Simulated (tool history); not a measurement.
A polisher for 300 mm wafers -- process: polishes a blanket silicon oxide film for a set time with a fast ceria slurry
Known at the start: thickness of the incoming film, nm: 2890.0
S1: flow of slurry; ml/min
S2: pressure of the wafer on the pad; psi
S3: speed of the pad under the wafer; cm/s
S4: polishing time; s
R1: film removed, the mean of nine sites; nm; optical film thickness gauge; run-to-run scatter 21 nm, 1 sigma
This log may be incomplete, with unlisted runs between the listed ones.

Run 1, hour 0: S1 150 ml/min, S2 2.9 psi, S3 86 cm/s, S4 94 s. Result: R1 1334.5 nm.
Run 2, hour 7.2: S1 120 ml/min, S2 2.9 psi, S3 86 cm/s, S4 94 s. Result: R1 1272.4 nm.
Run 3, hour 13.5: S1 130 ml/min, S2 3.2 psi, S3 86 cm/s, S4 94 s. Result: R1 1382.9 nm.
Run 4, hour 15.3: S1 130 ml/min, S2 3.2 psi, S3 86 cm/s, S4 94 s. Result: R1 1414.3 nm.
Run 5, hour 18: S1 140 ml/min, S2 3.4 psi, S3 86 cm/s, S4 94 s. Result: R1 1486.7 nm.
Run 6, hour 20.9: S1 140 ml/min, S2 3.4 psi, S3 86 cm/s, S4 99 s. Result: R1 1580 nm.
Run 7, hour 25.8: S1 145 ml/min, S2 3.6 psi, S3 86 cm/s, S4 99 s. Result: R1 1647.3 nm.
Run 8, hour 28.9: S1 145 ml/min, S2 3.7 psi, S3 86 cm/s, S4 99 s. Result: R1 1718.3 nm.
Run 9, hour 29.9: S1 145 ml/min, S2 3.7 psi, S3 86 cm/s, S4 99 s. Result: R1 1719.9 nm.

Run 10, settings as shown, results not yet in. Your forecast:
Run 10, hour 33: S1 150 ml/min, S2 3.8 psi, S3 86 cm/s, S4 99 s. Result: R1 ?.

R1: 1769.9 nm
